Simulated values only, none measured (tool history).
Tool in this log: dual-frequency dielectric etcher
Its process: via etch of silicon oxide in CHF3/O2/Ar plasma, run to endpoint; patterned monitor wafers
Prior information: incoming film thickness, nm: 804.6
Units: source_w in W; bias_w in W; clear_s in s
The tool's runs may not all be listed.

{"run": 1, "hour": 0.0, "source_w": 670, "bias_w": 170, "clear_s": 412.5}
{"run": 2, "hour": 0.7, "source_w": 670, "bias_w": 195, "clear_s": 401.61}
{"run": 3, "hour": 1.9, "source_w": 590, "bias_w": 180, "clear_s": 434.81}
{"run": 4, "hour": 10.4, "source_w": 540, "bias_w": 180, "clear_s": 460.74}
{"run": 5, "hour": 12.0, "source_w": 520, "bias_w": 179, "clear_s": 473.16}
{"run": 6, "hour": 18.4, "source_w": 500, "bias_w": 178, "clear_s": 483.56}
{"run": 7, "hour": 23.9, "source_w": 450, "bias_w": 176, "clear_s": 516.02}

Run 8 comes next. What will it give?
{"run": 8, "hour": 29.6, "source_w": 460, "bias_w": 176, "clear_s": "?"}

{"run 8": {"clear_s": 510.81}}
